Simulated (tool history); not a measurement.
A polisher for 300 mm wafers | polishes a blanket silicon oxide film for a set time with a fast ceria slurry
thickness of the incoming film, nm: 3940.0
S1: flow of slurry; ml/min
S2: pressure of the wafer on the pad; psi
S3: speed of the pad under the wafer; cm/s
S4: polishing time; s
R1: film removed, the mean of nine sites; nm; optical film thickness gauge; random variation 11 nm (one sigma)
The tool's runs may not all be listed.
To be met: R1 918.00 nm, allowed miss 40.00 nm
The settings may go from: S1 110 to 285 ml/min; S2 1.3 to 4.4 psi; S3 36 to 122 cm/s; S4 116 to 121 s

run    day   S1   S2  S3   S4       R1
  1  0.000  180  2.8  78  116  1363.20
  2  0.088  180  2.6  78  116  1258.40
  3  0.238  215  2.6  78  116  1278.70
  4  0.483  215  2.6  86  116  1383.00
  5  0.633  215  2.4  86  116  1313.60
  6  0.779  215  2.7  86  116  1423.40
  7  0.942  215  2.4  86  116  1299.20
  8  1.117  215  2.2  86  116  1177.30
  9  1.167  215  2.1  86  116  1118.20
 10  1.421  210  1.5  86  116   830.32
 11  1.554  210  1.6  86  116   873.04

5 next moves are on the table. One of them brings every result within its allowed miss. Which?
  A  1.688  170  1.5  92  116   ?
  B  1.688  220  1.6  86  121   ?
  C  1.688  210  1.8  88  121   ?
  D  1.688  225  1.7  76  116   ?
  E  1.688  220  1.5  84  116   ?

move       R1
   A   862.25
   B   924.08
   C  1051.50
   D   834.34
   E   814.52
A: further off than the last run
B: meets every target
C: takes the result that was furthest off past its target
D: further off than the last run
E: further off than the last run
Answer: B
